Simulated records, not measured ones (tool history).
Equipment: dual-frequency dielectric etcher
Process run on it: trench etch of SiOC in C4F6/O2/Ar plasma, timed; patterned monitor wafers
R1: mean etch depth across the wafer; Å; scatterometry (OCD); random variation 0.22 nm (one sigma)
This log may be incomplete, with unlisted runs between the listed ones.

run 1 day=0.000 | source_power_(W)=480 bias_power_(W)=176 etch_time_(s)=19 | R1=382.41
run 2 day=0.296 | source_power_(W)=480 bias_power_(W)=176 etch_time_(s)=20 | R1=396.56
run 3 day=0.417 | source_power_(W)=480 bias_power_(W)=187 etch_time_(s)=20 | R1=416.83
run 4 day=0.488 | source_power_(W)=460 bias_power_(W)=182 etch_time_(s)=20 | R1=399.59
run 5 day=0.683 | source_power_(W)=460 bias_power_(W)=182 etch_time_(s)=20 | R1=394.57
run 6 day=0.858 | source_power_(W)=440 bias_power_(W)=181 etch_time_(s)=20 | R1=393.74
run 7 day=1.071 | source_power_(W)=430 bias_power_(W)=176 etch_time_(s)=20 | R1=384.58
run 8 day=1.421 | source_power_(W)=420 bias_power_(W)=172 etch_time_(s)=20 | R1=381.49
run 9 day=1.708 | source_power_(W)=410 bias_power_(W)=167 etch_time_(s)=20 | R1=374.28
run 10 day=1.888 | source_power_(W)=400 bias_power_(W)=163 etch_time_(s)=20 | R1=369.18
run 11 day=2.129 | source_power_(W)=390 bias_power_(W)=159 etch_time_(s)=20 | R1=357.10

For run 12, what comes out?
run 12 day=2.454 | source_power_(W)=380 bias_power_(W)=157 etch_time_(s)=20 | R1=?

R1: 352.96 Å

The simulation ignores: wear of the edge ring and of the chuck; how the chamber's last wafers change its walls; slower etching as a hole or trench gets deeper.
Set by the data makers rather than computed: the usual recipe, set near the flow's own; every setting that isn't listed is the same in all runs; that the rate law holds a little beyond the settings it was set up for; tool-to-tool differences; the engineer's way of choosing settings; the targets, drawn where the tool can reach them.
